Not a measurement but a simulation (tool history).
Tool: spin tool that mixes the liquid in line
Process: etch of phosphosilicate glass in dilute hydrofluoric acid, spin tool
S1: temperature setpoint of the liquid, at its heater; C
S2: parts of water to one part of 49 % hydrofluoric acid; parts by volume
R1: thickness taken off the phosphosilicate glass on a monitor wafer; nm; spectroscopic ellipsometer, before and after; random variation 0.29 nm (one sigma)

{"run": 1, "hour": 0.0, "S1": 24, "S2": 205, "time under the liquid (s)": 25, "R1": 20.402}
{"run": 2, "hour": 1.3, "S1": 21, "S2": 205, "time under the liquid (s)": 25, "R1": 18.013}
{"run": 3, "hour": 3.6, "S1": 22.5, "S2": 205, "time under the liquid (s)": 25, "R1": 18.637}
{"run": 4, "hour": 8.3, "S1": 25, "S2": 205, "time under the liquid (s)": 25, "R1": 20.827}
{"run": 5, "hour": 16.9, "S1": 25, "S2": 205, "time under the liquid (s)": 20, "R1": 16.64}
{"run": 6, "hour": 17.5, "S1": 25.5, "S2": 195, "time under the liquid (s)": 20, "R1": 18.12}
{"run": 7, "hour": 25.3, "S1": 26, "S2": 185, "time under the liquid (s)": 20, "R1": 19.388}
{"run": 8, "hour": 27.5, "S1": 26, "S2": 185, "time under the liquid (s)": 20, "R1": 19.517}
{"run": 9, "hour": 33.4, "S1": 26.5, "S2": 175, "time under the liquid (s)": 20, "R1": 20.989}
{"run": 10, "hour": 39.3, "S1": 30.5, "S2": 145, "time under the liquid (s)": 20, "R1": 31.092}

Run 11 comes next. What will it give?
{"run": 11, "hour": 41.1, "S1": 30.5, "S2": 145, "time under the liquid (s)": 20, "R1": "?"}

R1: 30.941 nm
